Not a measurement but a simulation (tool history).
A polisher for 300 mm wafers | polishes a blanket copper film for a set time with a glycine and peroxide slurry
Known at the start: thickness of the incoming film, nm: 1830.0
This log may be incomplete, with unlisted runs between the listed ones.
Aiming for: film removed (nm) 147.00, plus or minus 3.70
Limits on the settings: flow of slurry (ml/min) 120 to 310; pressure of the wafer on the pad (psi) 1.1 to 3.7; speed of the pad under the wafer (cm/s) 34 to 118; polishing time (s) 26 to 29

run	day	flow of slurry (ml/min)	pressure of the wafer on the pad (psi)	speed of the pad under the wafer (cm/s)	polishing time (s)	film removed (nm)
1	0.000	200	2.4	76	29	116.04
2	0.296	200	2.0	76	29	105.82
3	0.417	205	2.2	76	29	113.02
4	0.788	220	2.3	76	29	114.88
5	0.996	220	2.0	76	29	108.06
6	1.308	230	2.2	76	29	112.42
7	1.504	230	2.4	76	29	118.31
8	1.696	260	3.0	78	29	138.43
# day 1.921: head pressure recalibrated
9	1.921	260	3.1	78	29	137.07
10	2.208	260	3.2	78	29	139.82
11	2.242	265	3.3	78	29	141.31

Which one of the following 4 next-run settings gets every result inside its allowed miss? There is exactly one.
A	2.275	250	2.8	82	29	?
B	2.275	260	3.5	86	29	?
C	2.275	245	3.5	100	26	?
D	2.275	260	3.1	86	29	?

move	film removed (nm)
A	133.44
B	158.64
C	159.65
D	147.40
A: misses by more than the last run did
B: takes the result that was furthest off past its target
C: takes the result that was furthest off past its target
D: every result lands within tolerance
Correct choice: D, which meets every target

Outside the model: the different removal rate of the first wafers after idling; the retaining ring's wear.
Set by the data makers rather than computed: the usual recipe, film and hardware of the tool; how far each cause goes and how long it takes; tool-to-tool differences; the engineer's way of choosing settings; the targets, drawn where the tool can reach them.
